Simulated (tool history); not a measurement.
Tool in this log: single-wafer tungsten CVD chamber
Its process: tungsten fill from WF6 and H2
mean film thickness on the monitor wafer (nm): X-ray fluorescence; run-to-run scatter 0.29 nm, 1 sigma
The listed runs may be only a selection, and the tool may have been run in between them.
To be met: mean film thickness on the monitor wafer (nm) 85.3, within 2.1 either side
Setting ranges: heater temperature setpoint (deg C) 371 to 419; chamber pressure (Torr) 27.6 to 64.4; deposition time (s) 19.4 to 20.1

run  hour  heater temperature setpoint (deg C)  chamber pressure (Torr)  deposition time (s)  mean film thickness on the monitor wafer (nm)
  1     0                                  395                       46                 19.4                                         61.202
  2   4.6                                  395                       46                 20.1                                           63.5
  3   7.6                                  395                       46                 19.4                                         60.899
  4  12.4                                  395                       46                 20.1                                         63.078
  5  19.3                                  400                     46.3                 20.1                                          68.53
  6  25.9                                  400                     53.6                 20.1                                         73.324
  7  29.5                                  403                     53.8                 20.1                                         77.029
  8    36                                  405                       54                 20.1                                         79.574
  9  43.1                                  406                     54.1                 20.1                                         81.361
 10  44.9                                  407                     54.2                 20.1                                         81.821

4 next moves are on the table. One of them brings every result within its allowed miss. Which?
  A  46.7                                  399                     63.2                 20.1                                              ?
  B  46.7                                  401                     56.1                 20.1                                              ?
  C  46.7                                  406                     55.9                 19.8                                              ?
  D  46.7                                  409                       56                   20                                              ?

move  mean film thickness on the monitor wafer (nm)
   A                                         77.042
   B                                         75.587
   C                                         80.371
   D                                         85.103
A: misses by more than the last run did
B: misses by more than the last run did
C: misses by more than the last run did
D: hits every target within its allowed miss
Correct choice: D, which meets every target
